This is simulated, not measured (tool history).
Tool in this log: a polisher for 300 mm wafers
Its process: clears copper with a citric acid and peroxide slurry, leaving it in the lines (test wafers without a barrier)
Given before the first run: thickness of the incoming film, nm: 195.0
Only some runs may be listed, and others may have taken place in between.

run	hour	flow of slurry (ml/min)	pressure of the wafer on the pad (kPa)	speed of the pad under the wafer (cm/s)	abrasive content of the slurry	overpolish time after the end point (s)	time until the end point was called (s)	dishing of a wide line in a test structure (Å)
1	0	230	15.9	84	1	10	146.41	98.407
2	3.5	230	15.9	84	0.9	10	143.92	94.203
3	9.4	265	15.9	84	0.9	10	144.04	97.78
4	14.5	265	15.9	84	0.9	7	144.31	69.746
5	20	265	15.9	84	1	7	142.59	70.191
6	23.8	265	17.2	84	1	7	135.05	75.401

What does the tool deliver on the next run?
7	25.8	265	17.9	84	1	7	?	?

time until the end point was called (s): 129.07
dishing of a wide line in a test structure (Å): 76.123
